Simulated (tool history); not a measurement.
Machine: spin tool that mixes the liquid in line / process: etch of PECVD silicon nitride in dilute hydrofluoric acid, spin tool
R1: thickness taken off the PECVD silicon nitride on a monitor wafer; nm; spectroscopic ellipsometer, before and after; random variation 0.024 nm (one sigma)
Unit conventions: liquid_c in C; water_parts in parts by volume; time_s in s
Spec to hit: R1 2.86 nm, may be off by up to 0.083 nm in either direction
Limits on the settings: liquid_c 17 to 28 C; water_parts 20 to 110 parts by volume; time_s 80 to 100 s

run 1 hour=0 | liquid_c=20 water_parts=60 time_s=100 | R1=3.308
run 2 hour=1.1 | liquid_c=20 water_parts=40 time_s=100 | R1=4.8737
run 3 hour=4.7 | liquid_c=20 water_parts=20 time_s=100 | R1=9.4785
run 4 hour=6.4 | liquid_c=20 water_parts=20 time_s=80 | R1=7.5984
run 5 hour=14.3 | liquid_c=19.5 water_parts=25 time_s=80 | R1=5.99
run 6 hour=19.3 | liquid_c=19 water_parts=30 time_s=80 | R1=4.7925
run 7 hour=26.4 | liquid_c=18.5 water_parts=30 time_s=80 | R1=4.6583
run 8 hour=27.1 | liquid_c=18 water_parts=30 time_s=80 | R1=4.4866
run 9 hour=33.7 | liquid_c=17 water_parts=55 time_s=80 | R1=2.3526

Below are 4 possible settings for the next run. Only one of them brings all results inside the allowed miss of their targets. Which is it?
run A hour=40.3 | liquid_c=17.5 water_parts=50 time_s=95 | R1=?
run B hour=40.3 | liquid_c=19 water_parts=55 time_s=90 | R1=?
run C hour=40.3 | liquid_c=17 water_parts=50 time_s=90 | R1=?
run D hour=40.3 | liquid_c=17 water_parts=50 time_s=95 | R1=?

move=A R1=3.1815
move=B R1=3.0535
move=C R1=2.909
move=D R1=3.0707
A: pushes the last run's worst result past its target
B: pushes the last run's worst result past its target
C: all results land within tolerance of their targets
D: pushes the last run's worst result past its target
The right move is C.
